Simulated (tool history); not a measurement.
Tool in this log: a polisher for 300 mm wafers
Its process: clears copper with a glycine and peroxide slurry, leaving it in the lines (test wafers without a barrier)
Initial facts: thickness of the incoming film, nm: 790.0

run,hour,flow of slurry (ml/min),pressure of the wafer on the pad (psi),speed of the pad under the wafer (cm/s),overpolish time after the end point (s),time until the end point was called (s),dishing of a wide line in a test structure (Å)
1,0.0,245,2.7,90,11,144.68,401.19
2,1.5,245,2.7,90,8,137.05,298.98
3,5.5,245,2.5,90,8,150.18,288.17
4,14.2,245,2.5,104,8,134.88,318.45
5,16.2,275,2.5,104,8,132.56,314.74
6,23.7,275,2.9,104,8,116.84,355.74
7,28.6,275,2.5,100,10,134.46,371.35

Run 8 has not been measured yet. What should we expect?
8,35.0,260,2.2,96,12,?,?

{"run 8": {"time until the end point was called (s)": 152.37, "dishing of a wide line in a test structure (Å)": 406.27}}
